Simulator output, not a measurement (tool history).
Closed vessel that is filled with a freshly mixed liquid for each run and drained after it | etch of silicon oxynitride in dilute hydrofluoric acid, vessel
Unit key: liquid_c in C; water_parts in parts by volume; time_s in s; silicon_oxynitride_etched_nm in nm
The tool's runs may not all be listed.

{"run": 1, "hour": 0.0, "liquid_c": 23, "water_parts": 200, "time_s": 2720, "silicon_oxynitride_etched_nm": 33.351}
{"run": 2, "hour": 3.4, "liquid_c": 25, "water_parts": 200, "time_s": 2720, "silicon_oxynitride_etched_nm": 36.585}
{"run": 3, "hour": 9.6, "liquid_c": 26.5, "water_parts": 200, "time_s": 2720, "silicon_oxynitride_etched_nm": 38.834}
{"run": 4, "hour": 18.4, "liquid_c": 24, "water_parts": 200, "time_s": 2720, "silicon_oxynitride_etched_nm": 34.518}
{"run": 5, "hour": 25.0, "liquid_c": 22.5, "water_parts": 200, "time_s": 2720, "silicon_oxynitride_etched_nm": 32.896}
{"run": 6, "hour": 27.4, "liquid_c": 20, "water_parts": 200, "time_s": 2720, "silicon_oxynitride_etched_nm": 29.156}
{"run": 7, "hour": 34.5, "liquid_c": 23, "water_parts": 200, "time_s": 2720, "silicon_oxynitride_etched_nm": 33.64}
{"run": 8, "hour": 43.3, "liquid_c": 25, "water_parts": 200, "time_s": 2720, "silicon_oxynitride_etched_nm": 36.325}

Run 9, settings as shown, results not yet in. Your forecast:
{"run": 9, "hour": 48.7, "liquid_c": 26.5, "water_parts": 200, "time_s": 2720, "silicon_oxynitride_etched_nm": "?"}

silicon_oxynitride_etched_nm: 39.263 nm
